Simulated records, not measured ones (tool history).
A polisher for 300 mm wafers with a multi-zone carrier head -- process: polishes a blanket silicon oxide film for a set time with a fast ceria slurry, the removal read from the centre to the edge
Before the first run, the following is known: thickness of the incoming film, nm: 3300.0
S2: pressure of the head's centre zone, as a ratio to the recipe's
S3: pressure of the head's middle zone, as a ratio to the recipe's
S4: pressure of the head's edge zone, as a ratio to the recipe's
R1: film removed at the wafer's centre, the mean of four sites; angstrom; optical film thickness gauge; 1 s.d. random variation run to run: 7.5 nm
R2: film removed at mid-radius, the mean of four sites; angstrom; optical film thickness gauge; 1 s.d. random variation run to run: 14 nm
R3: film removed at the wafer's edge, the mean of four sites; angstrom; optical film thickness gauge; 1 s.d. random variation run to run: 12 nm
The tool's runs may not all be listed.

Run 1, hour 0: flow of slurry (ml/min) 175, S2 1, S3 1, S4 1, polishing time (s) 76. Result: R1 9308.3 angstrom, R2 9180.9 angstrom, R3 9733.1 angstrom.
Run 2, hour 0.9: flow of slurry (ml/min) 175, S2 1, S3 1, S4 0.93, polishing time (s) 76. Result: R1 9182.6 angstrom, R2 9352.9 angstrom, R3 9446.2 angstrom.
Run 3, hour 4.1: flow of slurry (ml/min) 175, S2 1, S3 1, S4 0.93, polishing time (s) 57. Result: R1 6949 angstrom, R2 7034.7 angstrom, R3 7138.5 angstrom.
Run 4, hour 9.5: flow of slurry (ml/min) 175, S2 1, S3 1, S4 0.93, polishing time (s) 72. Result: R1 8687.5 angstrom, R2 8695.2 angstrom, R3 8841.3 angstrom.
Run 5, hour 18.2: flow of slurry (ml/min) 195, S2 1, S3 1, S4 0.93, polishing time (s) 72. Result: R1 8838.6 angstrom, R2 9063 angstrom, R3 8846.6 angstrom.
Run 6, hour 22.8: flow of slurry (ml/min) 195, S2 1, S3 1, S4 0.98, polishing time (s) 72. Result: R1 8810.8 angstrom, R2 8770.3 angstrom, R3 9180.3 angstrom.
Run 7, hour 26.4: flow of slurry (ml/min) 190, S2 0.96, S3 1.02, S4 0.98, polishing time (s) 72. Result: R1 8545.3 angstrom, R2 9030.7 angstrom, R3 9038 angstrom.

Estimate the outcome of run 8 from the log above:
Run 8, hour 32.5: flow of slurry (ml/min) 175, S2 0.93, S3 1.05, S4 1.01, polishing time (s) 72. Result: R1 ?, R2 ?, R3 ?.

R1: 7978.4 angstrom
R2: 9151.3 angstrom
R3: 9294 angstrom
